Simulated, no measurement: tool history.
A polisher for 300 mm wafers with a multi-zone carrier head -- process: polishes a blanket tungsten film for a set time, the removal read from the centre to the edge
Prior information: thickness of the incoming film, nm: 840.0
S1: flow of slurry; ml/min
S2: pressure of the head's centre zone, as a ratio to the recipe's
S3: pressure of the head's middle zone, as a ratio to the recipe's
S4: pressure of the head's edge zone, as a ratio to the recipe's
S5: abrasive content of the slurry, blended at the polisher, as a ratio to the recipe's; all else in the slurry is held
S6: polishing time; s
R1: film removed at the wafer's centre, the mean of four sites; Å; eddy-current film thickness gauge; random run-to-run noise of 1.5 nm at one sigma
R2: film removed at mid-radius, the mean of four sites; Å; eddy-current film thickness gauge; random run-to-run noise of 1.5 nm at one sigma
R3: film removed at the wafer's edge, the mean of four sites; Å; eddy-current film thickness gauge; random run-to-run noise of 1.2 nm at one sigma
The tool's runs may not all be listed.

run 1 day=0 | S1=225 S2=1 S3=1 S4=1 S5=1 S6=56 | R1=2466.3 R2=2422.1 R3=2478.2
run 2 day=0.104 | S1=225 S2=1 S3=0.94 S4=1 S5=1 S6=56 | R1=2466.6 R2=2304.6 R3=2493.7
run 3 day=0.392 | S1=225 S2=1 S3=0.94 S4=0.93 S5=1 S6=56 | R1=2459.9 R2=2303.9 R3=2403.3
run 4 day=0.425 | S1=225 S2=0.97 S3=0.94 S4=0.93 S5=1 S6=56 | R1=2417 R2=2311.6 R3=2394.9
run 5 day=0.754 | S1=225 S2=0.93 S3=0.94 S4=0.93 S5=1 S6=56 | R1=2245.9 R2=2278.5 R3=2376.5
run 6 day=0.846 | S1=225 S2=0.93 S3=0.94 S4=0.89 S5=1 S6=56 | R1=2332.9 R2=2322.1 R3=2373.7
run 7 day=1.112 | S1=220 S2=0.92 S3=0.93 S4=0.89 S5=0.95 S6=56 | R1=2221.9 R2=2242.4 R3=2303.8
run 8 day=1.229 | S1=215 S2=0.91 S3=0.92 S4=0.89 S5=0.9 S6=56 | R1=2152.4 R2=2170 R3=2259.2

What will run 9 give?
run 9 day=1.425 | S1=210 S2=0.9 S3=0.91 S4=0.89 S5=0.85 S6=56 | R1=? R2=? R3=?

Logged for run 9: R1 2073 Å, R2 2101 Å, R3 2186.2 Å.

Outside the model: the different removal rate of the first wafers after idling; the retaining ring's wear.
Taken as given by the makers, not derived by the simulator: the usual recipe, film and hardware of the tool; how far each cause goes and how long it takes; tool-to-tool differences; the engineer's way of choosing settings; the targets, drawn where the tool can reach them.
